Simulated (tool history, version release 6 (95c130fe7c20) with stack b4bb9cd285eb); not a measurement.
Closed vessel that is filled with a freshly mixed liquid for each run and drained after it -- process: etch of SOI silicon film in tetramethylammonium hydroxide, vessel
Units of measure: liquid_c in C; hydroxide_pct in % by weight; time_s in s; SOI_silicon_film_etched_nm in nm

run  hour  liquid_c  hydroxide_pct  time_s  SOI_silicon_film_etched_nm
  1     0        75              8      95                      1110.8
  2   2.3        75              8      95                      1105.3
  3     4        73              8      95                      975.55
  4   8.6        69              8      95                      773.83
  5  10.4        69              8     105                      857.84
  6  13.4        69            9.5     105                      817.54
  7  19.9      62.5            9.5     105                      545.42

The next listed run, before its measurement:
  8  27.5        63            9.5     105                           ?

{"run 8": {"SOI_silicon_film_etched_nm": 566.85}}
